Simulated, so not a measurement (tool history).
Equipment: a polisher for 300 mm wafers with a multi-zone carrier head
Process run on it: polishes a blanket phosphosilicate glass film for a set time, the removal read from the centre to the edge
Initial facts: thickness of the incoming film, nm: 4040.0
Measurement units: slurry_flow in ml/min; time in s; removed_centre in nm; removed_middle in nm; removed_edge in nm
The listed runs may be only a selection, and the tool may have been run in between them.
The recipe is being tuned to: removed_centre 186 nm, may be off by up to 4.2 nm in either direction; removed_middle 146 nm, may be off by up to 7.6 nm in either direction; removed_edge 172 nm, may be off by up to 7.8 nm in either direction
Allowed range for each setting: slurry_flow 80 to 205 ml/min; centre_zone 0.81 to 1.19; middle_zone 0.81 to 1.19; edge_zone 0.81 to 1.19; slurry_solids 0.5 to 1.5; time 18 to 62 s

run 1 hour=0 | slurry_flow=135 centre_zone=1 middle_zone=1 edge_zone=1 slurry_solids=1 time=40 | removed_centre=260.13 removed_middle=254.41 removed_edge=265.11
run 2 hour=7.6 | slurry_flow=135 centre_zone=1 middle_zone=1 edge_zone=1 slurry_solids=1.1 time=40 | removed_centre=271.05 removed_middle=262.29 removed_edge=263.53
run 3 hour=9.7 | slurry_flow=135 centre_zone=1 middle_zone=1.06 edge_zone=1 slurry_solids=1.1 time=40 | removed_centre=269.46 removed_middle=270.03 removed_edge=263.3
run 4 hour=16.1 | slurry_flow=135 centre_zone=1 middle_zone=1.06 edge_zone=1 slurry_solids=1 time=40 | removed_centre=260.13 removed_middle=261.49 removed_edge=255.06
run 5 hour=16.8 | slurry_flow=135 centre_zone=1.03 middle_zone=1.01 edge_zone=0.98 slurry_solids=0.9 time=37 | removed_centre=239.8 removed_middle=231.33 removed_edge=229.46
run 6 hour=20.1 | slurry_flow=135 centre_zone=1.09 middle_zone=1.01 edge_zone=0.98 slurry_solids=0.9 time=37 | removed_centre=254.09 removed_middle=233.26 removed_edge=227.55
run 7 hour=22 | slurry_flow=135 centre_zone=1.09 middle_zone=1.01 edge_zone=0.98 slurry_solids=0.9 time=37 | removed_centre=253.93 removed_middle=225.98 removed_edge=228.08
run 8 hour=27.1 | slurry_flow=130 centre_zone=1.1 middle_zone=0.97 edge_zone=0.98 slurry_solids=0.8 time=35 | removed_centre=229.75 removed_middle=194.07 removed_edge=207.55
run 9 hour=35.2 | slurry_flow=120 centre_zone=1.09 middle_zone=0.95 edge_zone=0.95 slurry_solids=0.75 time=35 | removed_centre=221.05 removed_middle=191.82 removed_edge=203.27
run 10 hour=37.4 | slurry_flow=120 centre_zone=1.1 middle_zone=0.93 edge_zone=0.95 slurry_solids=0.7 time=34 | removed_centre=210.43 removed_middle=176.04 removed_edge=188.59

Next run, 5 choices. One meets every target within its allowed miss, the rest don't. Which?
run A hour=39.6 | slurry_flow=110 centre_zone=1.12 middle_zone=0.87 edge_zone=0.99 slurry_solids=0.65 time=29 | removed_centre=? removed_middle=? removed_edge=?
run B hour=39.6 | slurry_flow=130 centre_zone=0.94 middle_zone=1.03 edge_zone=0.91 slurry_solids=0.5 time=37 | removed_centre=? removed_middle=? removed_edge=?
run C hour=39.6 | slurry_flow=100 centre_zone=1.08 middle_zone=0.85 edge_zone=0.95 slurry_solids=0.75 time=31 | removed_centre=? removed_middle=? removed_edge=?
run D hour=39.6 | slurry_flow=140 centre_zone=1.19 middle_zone=1.15 edge_zone=0.81 slurry_solids=0.85 time=30 | removed_centre=? removed_middle=? removed_edge=?
run E hour=39.6 | slurry_flow=125 centre_zone=0.95 middle_zone=1.15 edge_zone=0.81 slurry_solids=0.75 time=34 | removed_centre=? removed_middle=? removed_edge=?

move=A removed_centre=178.93 removed_middle=137.51 removed_edge=158.49
move=B removed_centre=181.28 removed_middle=190.71 removed_edge=182.8
move=C removed_centre=189.82 removed_middle=148.86 removed_edge=173.04
move=D removed_centre=225.46 removed_middle=204.79 removed_edge=170.8
move=E removed_centre=191.37 removed_middle=218.88 removed_edge=183.28
A: takes the biggest miss from the last run beyond its target
B: takes the biggest miss from the last run beyond its target
C: every result lands within tolerance
D: lands further from the targets than the last run did
E: lands further from the targets than the last run did
The right move is C.
